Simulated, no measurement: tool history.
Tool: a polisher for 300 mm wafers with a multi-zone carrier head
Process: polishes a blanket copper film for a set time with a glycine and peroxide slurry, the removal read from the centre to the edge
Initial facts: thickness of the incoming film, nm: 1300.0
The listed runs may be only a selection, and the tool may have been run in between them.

run,hour,flow of slurry (ml/min),pressure of the head's centre zone,pressure of the head's middle zone,pressure of the head's edge zone,polishing time (s),film removed at the wafer's centre (Å),film removed at mid-radius (Å),film removed at the wafer's edge (Å)
1,0.0,155,1.00,1.00,1.00,30,1772.5,1764.2,1735.9
2,4.0,125,1.00,1.00,1.00,30,1691.6,1673.5,1728.3
3,10.9,140,1.00,0.99,0.98,28,1621.8,1578.3,1604.8
4,19.8,140,1.00,0.99,1.05,28,1609.6,1588.3,1637.9
5,24.2,155,1.00,0.99,1.05,28,1641.2,1652.5,1700.5
6,26.6,155,1.00,0.92,1.05,28,1640.3,1535.3,1637.0

The next listed run, before its measurement:
7,29.5,175,1.02,0.95,0.95,21,?,?,?

{"run 7": {"film removed at the wafer's centre (Å)": 1283.6, "film removed at mid-radius (Å)": 1218.5, "film removed at the wafer's edge (Å)": 1237.5}}

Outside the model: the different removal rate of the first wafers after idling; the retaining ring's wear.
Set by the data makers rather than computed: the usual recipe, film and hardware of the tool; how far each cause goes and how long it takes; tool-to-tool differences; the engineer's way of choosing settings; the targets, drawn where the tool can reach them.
